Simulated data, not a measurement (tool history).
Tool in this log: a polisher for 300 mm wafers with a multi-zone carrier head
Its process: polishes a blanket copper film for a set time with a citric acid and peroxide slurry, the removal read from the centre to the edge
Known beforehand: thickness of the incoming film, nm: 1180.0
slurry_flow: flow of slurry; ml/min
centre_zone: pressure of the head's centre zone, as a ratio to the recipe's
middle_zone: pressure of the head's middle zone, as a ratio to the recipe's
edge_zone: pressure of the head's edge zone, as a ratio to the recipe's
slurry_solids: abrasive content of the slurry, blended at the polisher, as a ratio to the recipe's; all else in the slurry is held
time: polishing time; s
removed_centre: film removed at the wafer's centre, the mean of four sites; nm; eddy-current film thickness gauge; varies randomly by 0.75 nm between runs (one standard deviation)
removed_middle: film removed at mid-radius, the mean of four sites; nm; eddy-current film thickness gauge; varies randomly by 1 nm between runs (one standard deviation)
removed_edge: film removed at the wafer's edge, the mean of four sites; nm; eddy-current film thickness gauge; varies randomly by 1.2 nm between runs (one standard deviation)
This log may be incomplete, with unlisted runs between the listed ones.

run,day,slurry_flow,centre_zone,middle_zone,edge_zone,slurry_solids,time,removed_centre,removed_middle,removed_edge
1,0.000,220,1.00,1.00,1.00,1.00,40,72.187,73.738,74.492
2,0.150,220,0.92,1.00,1.00,1.00,40,66.204,73.380,72.548
3,0.321,220,0.92,1.00,1.00,0.80,40,61.982,70.363,68.887
4,0.417,165,0.92,1.00,1.00,0.80,40,58.603,66.573,66.765
# day 0.700: slurry nozzle cleaned
5,0.700,165,0.92,1.00,1.00,0.80,31,48.216,55.598,55.404
6,1.029,170,0.92,1.02,1.02,0.90,33,53.503,60.712,59.772
7,1.133,170,0.92,1.02,1.02,0.90,33,52.894,60.399,60.086
8,1.504,175,0.91,1.04,1.04,1.00,35,58.079,66.709,65.131
9,1.812,175,0.90,1.05,1.06,1.05,36,59.267,71.035,68.960
10,2.092,225,1.00,1.11,1.16,1.30,44,89.511,100.050,93.692
11,2.375,225,0.99,1.11,1.16,1.30,44,85.452,95.987,94.809

Predict the results of run 12:
12,2.479,225,0.99,1.12,1.16,1.30,44,?,?,?

Run 12 measured removed_centre 86.749 nm, removed_middle 98.664 nm, removed_edge 92.994 nm.
